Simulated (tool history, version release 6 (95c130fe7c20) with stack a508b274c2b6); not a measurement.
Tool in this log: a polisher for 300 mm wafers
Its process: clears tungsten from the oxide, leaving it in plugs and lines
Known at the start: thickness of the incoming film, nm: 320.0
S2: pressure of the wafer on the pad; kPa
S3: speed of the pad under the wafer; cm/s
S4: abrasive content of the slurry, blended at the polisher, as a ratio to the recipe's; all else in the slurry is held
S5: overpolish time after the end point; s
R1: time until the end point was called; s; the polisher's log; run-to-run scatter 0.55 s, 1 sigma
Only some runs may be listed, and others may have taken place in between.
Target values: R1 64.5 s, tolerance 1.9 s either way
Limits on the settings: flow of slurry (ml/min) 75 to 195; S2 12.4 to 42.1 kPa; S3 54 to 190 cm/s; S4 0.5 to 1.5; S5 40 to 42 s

{"run": 1, "hour": 0.0, "flow of slurry (ml/min)": 125, "S2": 26.9, "S3": 122, "S4": 1, "S5": 40, "R1": 48.909}
{"run": 2, "hour": 3.4, "flow of slurry (ml/min)": 125, "S2": 26.9, "S3": 122, "S4": 1, "S5": 42, "R1": 49.921}
{"run": 3, "hour": 7.8, "flow of slurry (ml/min)": 125, "S2": 26.9, "S3": 122, "S4": 1, "S5": 40, "R1": 49.486}
{"run": 4, "hour": 8.4, "flow of slurry (ml/min)": 125, "S2": 26.9, "S3": 150, "S4": 1, "S5": 40, "R1": 41.222}
{"run": 5, "hour": 14.7, "flow of slurry (ml/min)": 125, "S2": 26.9, "S3": 150, "S4": 0.8, "S5": 40, "R1": 42.789}
{"run": 6, "hour": 19.5, "flow of slurry (ml/min)": 125, "S2": 26.9, "S3": 150, "S4": 0.8, "S5": 40, "R1": 42.85}
{"run": 7, "hour": 24.5, "flow of slurry (ml/min)": 120, "S2": 25.5, "S3": 150, "S4": 0.8, "S5": 40, "R1": 44.966}
{"run": 8, "hour": 32.8, "flow of slurry (ml/min)": 120, "S2": 24.1, "S3": 150, "S4": 0.8, "S5": 40, "R1": 48.06}
{"run": 9, "hour": 35.5, "flow of slurry (ml/min)": 115, "S2": 22.8, "S3": 150, "S4": 0.8, "S5": 40, "R1": 50.305}
{"run": 10, "hour": 41.4, "flow of slurry (ml/min)": 115, "S2": 21.4, "S3": 150, "S4": 0.8, "S5": 40, "R1": 53.459}
{"run": 11, "hour": 48.3, "flow of slurry (ml/min)": 115, "S2": 20.7, "S3": 150, "S4": 0.8, "S5": 40, "R1": 56.554}
{"run": 12, "hour": 55.0, "flow of slurry (ml/min)": 90, "S2": 17.9, "S3": 150, "S4": 0.8, "S5": 40, "R1": 69.692}
{"run": 13, "hour": 62.1, "flow of slurry (ml/min)": 95, "S2": 17.9, "S3": 150, "S4": 0.8, "S5": 40, "R1": 69.301}
{"run": 14, "hour": 63.6, "flow of slurry (ml/min)": 100, "S2": 17.9, "S3": 150, "S4": 0.8, "S5": 40, "R1": 66.825}

Next run, 5 choices. One meets every target within its allowed miss, the rest don't. Which?
{"run": "A", "hour": 65.1, "flow of slurry (ml/min)": 130, "S2": 14.5, "S3": 170, "S4": 0.7, "S5": 42, "R1": "?"}
{"run": "B", "hour": 65.1, "flow of slurry (ml/min)": 160, "S2": 17.9, "S3": 146, "S4": 0.65, "S5": 41, "R1": "?"}
{"run": "C", "hour": 65.1, "flow of slurry (ml/min)": 95, "S2": 18.6, "S3": 144, "S4": 0.65, "S5": 42, "R1": "?"}
{"run": "D", "hour": 65.1, "flow of slurry (ml/min)": 105, "S2": 17.2, "S3": 146, "S4": 0.6, "S5": 40, "R1": "?"}
{"run": "E", "hour": 65.1, "flow of slurry (ml/min)": 95, "S2": 16.5, "S3": 148, "S4": 1.05, "S5": 40, "R1": "?"}

move=A R1=69.06
move=B R1=63.823
move=C R1=70.434
move=D R1=73.892
move=E R1=69.072
A: misses by more than the last run did
B: all results in spec
C: misses by more than the last run did
D: misses by more than the last run did
E: misses by more than the last run did
The move that meets every target is B.
